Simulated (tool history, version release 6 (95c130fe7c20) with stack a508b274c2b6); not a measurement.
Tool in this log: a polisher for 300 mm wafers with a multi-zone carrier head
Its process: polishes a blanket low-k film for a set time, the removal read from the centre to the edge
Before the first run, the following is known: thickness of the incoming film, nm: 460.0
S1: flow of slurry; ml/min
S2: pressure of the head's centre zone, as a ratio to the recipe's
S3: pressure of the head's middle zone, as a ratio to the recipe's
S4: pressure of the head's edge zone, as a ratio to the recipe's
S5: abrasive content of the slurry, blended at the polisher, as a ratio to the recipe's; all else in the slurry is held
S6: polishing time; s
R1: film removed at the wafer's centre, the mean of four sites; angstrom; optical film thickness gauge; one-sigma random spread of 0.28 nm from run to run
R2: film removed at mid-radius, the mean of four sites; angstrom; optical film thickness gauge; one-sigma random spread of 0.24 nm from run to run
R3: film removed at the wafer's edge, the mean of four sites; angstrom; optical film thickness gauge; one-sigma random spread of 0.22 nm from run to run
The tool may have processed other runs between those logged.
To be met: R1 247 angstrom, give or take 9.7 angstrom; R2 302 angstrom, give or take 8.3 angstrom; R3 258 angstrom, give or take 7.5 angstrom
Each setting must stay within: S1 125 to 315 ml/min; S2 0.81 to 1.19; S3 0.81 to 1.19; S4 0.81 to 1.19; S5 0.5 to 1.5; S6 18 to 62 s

run  hour   S1    S2    S3    S4    S5  S6      R1      R2      R3
  1     0  205     1     1     1     1  40   184.1   182.4  179.18
  2   7.4  205     1  1.04     1     1  40  183.37  186.35  175.87
  3    16  205     1     1     1     1  40  183.56   178.9  177.44
  4  20.8  205     1  0.93     1     1  40   185.3  167.91  176.36
  5  24.6  205     1  0.93     1   1.2  40  203.48  187.08  200.58
  6  30.9  225     1  1.01  1.01   1.3  40  215.56  206.72  208.98
  7  32.7  220  0.97  1.06     1  1.35  42   219.9  231.33  220.58
  8  38.4  225  0.96   1.1     1   1.4  43  227.18  250.87  231.29

Pick the move, out of 4, that brings all results within their allowed miss; only one does.
  A  44.1  225  0.97  0.91     1   1.2  42   ?   ?   ?
  B  44.1  215  0.99   0.9   1.1   1.5  37   ?   ?   ?
  C  44.1  225  1.12     1  1.14   1.3  43   ?   ?   ?
  D  44.1  235   0.9  1.15  0.96  1.35  50   ?   ?   ?

move      R1      R2      R3
   A  206.83  195.67  210.02
   B  203.52  187.27  213.07
   C  251.99  224.97  238.13
   D  244.52  301.93  259.33
A: misses by more than the last run did
B: misses by more than the last run did
C: misses by more than the last run did
D: every result lands within tolerance
So the answer is move D, the one that meets all the targets.

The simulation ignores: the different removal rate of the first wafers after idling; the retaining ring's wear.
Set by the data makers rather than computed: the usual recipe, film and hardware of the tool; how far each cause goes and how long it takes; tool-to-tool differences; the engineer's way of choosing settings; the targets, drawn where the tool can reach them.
